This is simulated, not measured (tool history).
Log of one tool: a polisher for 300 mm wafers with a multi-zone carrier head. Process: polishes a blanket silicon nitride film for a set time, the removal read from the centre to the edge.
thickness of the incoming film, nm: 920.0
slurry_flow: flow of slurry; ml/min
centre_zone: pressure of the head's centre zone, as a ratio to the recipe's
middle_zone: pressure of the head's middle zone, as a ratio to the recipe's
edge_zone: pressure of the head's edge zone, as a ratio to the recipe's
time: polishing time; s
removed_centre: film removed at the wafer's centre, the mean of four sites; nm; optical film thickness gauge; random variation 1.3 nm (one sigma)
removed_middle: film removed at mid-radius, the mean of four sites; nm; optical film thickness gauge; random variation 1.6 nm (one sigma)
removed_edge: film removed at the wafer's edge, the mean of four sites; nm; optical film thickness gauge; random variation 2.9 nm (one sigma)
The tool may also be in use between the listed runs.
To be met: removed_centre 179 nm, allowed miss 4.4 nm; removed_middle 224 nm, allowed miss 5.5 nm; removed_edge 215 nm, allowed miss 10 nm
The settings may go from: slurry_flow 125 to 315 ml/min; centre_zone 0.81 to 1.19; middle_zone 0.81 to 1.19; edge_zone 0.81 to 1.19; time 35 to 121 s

{"run": 1, "day": 0.0, "slurry_flow": 205, "centre_zone": 1, "middle_zone": 1, "edge_zone": 1, "time": 78, "removed_centre": 149.77, "removed_middle": 150.04, "removed_edge": 157.52}
{"run": 2, "day": 0.062, "slurry_flow": 205, "centre_zone": 1.04, "middle_zone": 1, "edge_zone": 1, "time": 78, "removed_centre": 154.17, "removed_middle": 149.76, "removed_edge": 152.91}
{"run": 3, "day": 0.375, "slurry_flow": 240, "centre_zone": 1.04, "middle_zone": 1, "edge_zone": 1, "time": 78, "removed_centre": 159.97, "removed_middle": 152.44, "removed_edge": 157.16}
{"run": 4, "day": 0.4, "slurry_flow": 260, "centre_zone": 1.04, "middle_zone": 1, "edge_zone": 1, "time": 78, "removed_centre": 159.36, "removed_middle": 157.57, "removed_edge": 157.01}
{"run": 5, "day": 0.654, "slurry_flow": 260, "centre_zone": 1.04, "middle_zone": 1, "edge_zone": 0.95, "time": 78, "removed_centre": 160.98, "removed_middle": 155.19, "removed_edge": 156.24}
{"run": 6, "day": 0.704, "slurry_flow": 260, "centre_zone": 0.99, "middle_zone": 1.03, "edge_zone": 0.98, "time": 85, "removed_centre": 166.32, "removed_middle": 173.8, "removed_edge": 167.4}
{"run": 7, "day": 0.729, "slurry_flow": 245, "centre_zone": 0.94, "middle_zone": 1.04, "edge_zone": 1.03, "time": 92, "removed_centre": 170.6, "removed_middle": 189.99, "removed_edge": 181.95}
{"run": 8, "day": 0.846, "slurry_flow": 230, "centre_zone": 0.91, "middle_zone": 1.05, "edge_zone": 1.07, "time": 97, "removed_centre": 169.76, "removed_middle": 196.82, "removed_edge": 200.98}
{"run": 9, "day": 0.938, "slurry_flow": 245, "centre_zone": 0.91, "middle_zone": 1.08, "edge_zone": 1.09, "time": 98, "removed_centre": 174.95, "removed_middle": 208.08, "removed_edge": 204.4}
{"run": 10, "day": 0.967, "slurry_flow": 255, "centre_zone": 0.91, "middle_zone": 1.1, "edge_zone": 1.11, "time": 98, "removed_centre": 176.95, "removed_middle": 214.34, "removed_edge": 201}
{"run": 11, "day": 1.129, "slurry_flow": 250, "centre_zone": 0.9, "middle_zone": 1.1, "edge_zone": 1.13, "time": 99, "removed_centre": 175.14, "removed_middle": 214.14, "removed_edge": 205}
{"run": 12, "day": 1.471, "slurry_flow": 250, "centre_zone": 0.9, "middle_zone": 1.1, "edge_zone": 1.14, "time": 100, "removed_centre": 176.85, "removed_middle": 214.1, "removed_edge": 206.44}
{"run": 13, "day": 1.725, "slurry_flow": 250, "centre_zone": 0.89, "middle_zone": 1.1, "edge_zone": 1.14, "time": 101, "removed_centre": 177.07, "removed_middle": 216.96, "removed_edge": 213.1}

Which of these 4 next moves meets every target?
{"run": "A", "day": 1.979, "slurry_flow": 260, "centre_zone": 0.97, "middle_zone": 1.17, "edge_zone": 1.07, "time": 93, "removed_centre": "?", "removed_middle": "?", "removed_edge": "?"}
{"run": "B", "day": 1.979, "slurry_flow": 260, "centre_zone": 0.86, "middle_zone": 1.05, "edge_zone": 1.19, "time": 103, "removed_centre": "?", "removed_middle": "?", "removed_edge": "?"}
{"run": "C", "day": 1.979, "slurry_flow": 255, "centre_zone": 0.87, "middle_zone": 1.02, "edge_zone": 1.17, "time": 103, "removed_centre": "?", "removed_middle": "?", "removed_edge": "?"}
{"run": "D", "day": 1.979, "slurry_flow": 225, "centre_zone": 0.88, "middle_zone": 1.11, "edge_zone": 1.11, "time": 104, "removed_centre": "?", "removed_middle": "?", "removed_edge": "?"}

move=A removed_centre=178.2 removed_middle=213.67 removed_edge=187.73
move=B removed_centre=174.66 removed_middle=215.77 removed_edge=216.4
move=C removed_centre=176.22 removed_middle=210.04 removed_edge=214.75
move=D removed_centre=176.9 removed_middle=224.29 removed_edge=209.92
A: further off than the last run
B: further off than the last run
C: further off than the last run
D: meets every target
The right move is D.

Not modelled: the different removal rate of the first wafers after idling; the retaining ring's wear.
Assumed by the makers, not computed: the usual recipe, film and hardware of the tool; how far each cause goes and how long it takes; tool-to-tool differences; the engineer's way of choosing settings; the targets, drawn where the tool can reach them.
